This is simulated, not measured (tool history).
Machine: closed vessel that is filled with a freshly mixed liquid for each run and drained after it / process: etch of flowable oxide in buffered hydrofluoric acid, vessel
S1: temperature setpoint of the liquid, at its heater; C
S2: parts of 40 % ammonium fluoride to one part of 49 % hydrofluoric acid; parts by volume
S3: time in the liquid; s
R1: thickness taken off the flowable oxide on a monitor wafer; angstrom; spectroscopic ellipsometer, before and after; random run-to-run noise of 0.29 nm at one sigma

run 1 hour=0.0 | S1=24.0 S2=13.5 S3=30 | R1=675.12
run 2 hour=7.6 | S1=21.5 S2=14.5 S3=30 | R1=540.84
run 3 hour=12.5 | S1=21.5 S2=16.5 S3=30 | R1=477.29
run 4 hour=19.5 | S1=20.0 S2=16.5 S3=30 | R1=440.59
run 5 hour=26.2 | S1=19.0 S2=16.5 S3=30 | R1=415.39
run 6 hour=33.8 | S1=19.0 S2=15.0 S3=30 | R1=453.27
run 7 hour=39.1 | S1=18.5 S2=15.5 S3=30 | R1=433.17
run 8 hour=44.4 | S1=18.0 S2=16.0 S3=30 | R1=404.93
run 9 hour=49.5 | S1=18.0 S2=16.0 S3=30 | R1=402.11

Run 10 has not been measured yet. What should we expect?
run 10 hour=55.0 | S1=17.5 S2=16.0 S3=30 | R1=?

R1: 387.01 angstrom

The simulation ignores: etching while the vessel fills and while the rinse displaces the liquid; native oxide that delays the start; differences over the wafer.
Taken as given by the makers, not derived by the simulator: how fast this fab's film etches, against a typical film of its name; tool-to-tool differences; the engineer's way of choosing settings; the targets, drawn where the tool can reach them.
